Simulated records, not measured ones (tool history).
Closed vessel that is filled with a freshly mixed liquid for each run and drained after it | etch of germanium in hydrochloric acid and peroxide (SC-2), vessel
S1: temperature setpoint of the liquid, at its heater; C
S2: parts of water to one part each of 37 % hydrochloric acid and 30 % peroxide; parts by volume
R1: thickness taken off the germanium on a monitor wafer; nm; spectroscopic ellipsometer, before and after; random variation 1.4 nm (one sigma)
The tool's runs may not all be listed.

Run 1, hour 0: S1 60 C, S2 7 parts by volume, time in the liquid (s) 95. Result: R1 180.2 nm.
Run 2, hour 2.2: S1 61.5 C, S2 7 parts by volume, time in the liquid (s) 95. Result: R1 188.63 nm.
Run 3, hour 8.1: S1 55.5 C, S2 7 parts by volume, time in the liquid (s) 95. Result: R1 158.4 nm.
Run 4, hour 14.4: S1 57.5 C, S2 7 parts by volume, time in the liquid (s) 95. Result: R1 166.94 nm.
Run 5, hour 15.4: S1 59 C, S2 7 parts by volume, time in the liquid (s) 95. Result: R1 174.97 nm.
Run 6, hour 21.7: S1 60.5 C, S2 7 parts by volume, time in the liquid (s) 95. Result: R1 184.38 nm.
Run 7, hour 29.4: S1 68.5 C, S2 6.5 parts by volume, time in the liquid (s) 95. Result: R1 229.41 nm.
Run 8, hour 30.9: S1 69 C, S2 6.5 parts by volume, time in the liquid (s) 95. Result: R1 235.97 nm.

Run 9 comes next. What will it give?
Run 9, hour 35.2: S1 69.5 C, S2 6.5 parts by volume, time in the liquid (s) 95. Result: R1 ?.

R1: 235.95 nm
